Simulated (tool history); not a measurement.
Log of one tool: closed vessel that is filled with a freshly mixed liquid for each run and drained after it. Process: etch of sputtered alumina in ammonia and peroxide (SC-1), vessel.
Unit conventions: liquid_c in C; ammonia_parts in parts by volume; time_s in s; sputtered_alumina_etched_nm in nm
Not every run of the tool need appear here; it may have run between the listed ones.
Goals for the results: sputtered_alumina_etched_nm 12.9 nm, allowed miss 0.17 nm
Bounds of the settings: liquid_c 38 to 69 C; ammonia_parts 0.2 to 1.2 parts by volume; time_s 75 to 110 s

| run | hour | liquid_c | ammonia_parts | time_s | sputtered_alumina_etched_nm |
|---|---|---|---|---|---|
| 1 | 0 | 53 | 0.7 | 110 | 8.4148 |
| 2 | 4.4 | 53 | 0.7 | 75 | 5.7323 |
| 3 | 7.7 | 53 | 0.7 | 110 | 8.4304 |
| 4 | 12.5 | 55.5 | 0.7 | 110 | 9.5683 |
| 5 | 18.4 | 51.5 | 0.7 | 110 | 7.7122 |
| 6 | 21.6 | 55 | 0.7 | 110 | 9.3267 |
| 7 | 23.6 | 56.5 | 0.7 | 110 | 10.167 |
| 8 | 32 | 57.5 | 0.7 | 110 | 10.667 |

Below are 5 possible settings for the next run. Only one of them brings all results inside the allowed miss of their targets. Which is it?
| A | 40.4 | 55.5 | 0.7 | 105 | ? |
| B | 40.4 | 61.5 | 0.95 | 105 | ? |
| C | 40.4 | 63.5 | 0.7 | 105 | ? |
| D | 40.4 | 63 | 0.8 | 105 | ? |
| E | 40.4 | 54.5 | 0.7 | 95 | ? |

| move | sputtered_alumina_etched_nm |
|---|---|
| A | 9.1661 |
| B | 12.878 |
| C | 13.841 |
| D | 13.669 |
| E | 7.8641 |
A: moves away from the targets compared with the last run
B: every result within its allowed miss
C: takes the result that was furthest off past its target
D: takes the result that was furthest off past its target
E: moves away from the targets compared with the last run
Correct choice: B, which meets every target
